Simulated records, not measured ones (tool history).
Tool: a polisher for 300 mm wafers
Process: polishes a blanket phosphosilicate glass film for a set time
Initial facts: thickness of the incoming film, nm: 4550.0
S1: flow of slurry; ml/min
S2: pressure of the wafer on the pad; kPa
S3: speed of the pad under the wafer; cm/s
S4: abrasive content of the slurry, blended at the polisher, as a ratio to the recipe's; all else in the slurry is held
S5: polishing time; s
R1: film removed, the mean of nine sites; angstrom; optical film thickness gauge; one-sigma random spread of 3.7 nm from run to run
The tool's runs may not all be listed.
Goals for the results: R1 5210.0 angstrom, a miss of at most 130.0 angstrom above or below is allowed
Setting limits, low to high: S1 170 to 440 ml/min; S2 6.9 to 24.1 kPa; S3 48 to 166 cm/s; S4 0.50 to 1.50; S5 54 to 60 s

run  hour   S1    S2   S3    S4  S5      R1
  1   0.0  280  15.2  106  1.00  60  3080.3
  2   6.0  285  17.2  106  1.00  60  3502.4
  3  11.6  285  15.2  106  1.00  60  3119.5
  4  19.7  285  15.2  134  1.00  60  3757.7
  5  23.5  285  15.2  134  1.00  60  3767.7
  6  30.2  285  15.2  134  1.10  60  3916.5
  7  34.5  290  16.5  134  1.10  60  4227.9
  8  38.4  290  17.2  134  1.10  60  4445.6
  9  43.2  295  17.9  134  1.10  60  4554.7
     51.8  -- slurry blender recalibrated
 10  51.8  295  20.7  134  1.10  60  5586.9
 11  55.5  295  20.0  134  1.10  60  5499.4

Exactly one of the 5 candidate moves below puts every result within its allowed miss. Which one?
  A  59.2  270  21.4  142  1.30  57   ?
  B  59.2  255  21.4  130  1.05  57   ?
  C  59.2  315  22.1  132  1.05  60   ?
  D  59.2  275  21.4  144  1.15  55   ?
  E  59.2  310  20.0  152  1.10  55   ?

move      R1
   A  6048.3
   B  5194.5
   C  5812.2
   D  5663.7
   E  5532.2
A: moves away from the targets compared with the last run
B: in spec on every target
C: moves away from the targets compared with the last run
D: moves away from the targets compared with the last run
E: moves away from the targets compared with the last run
B is the move that brings every result within its allowed miss.
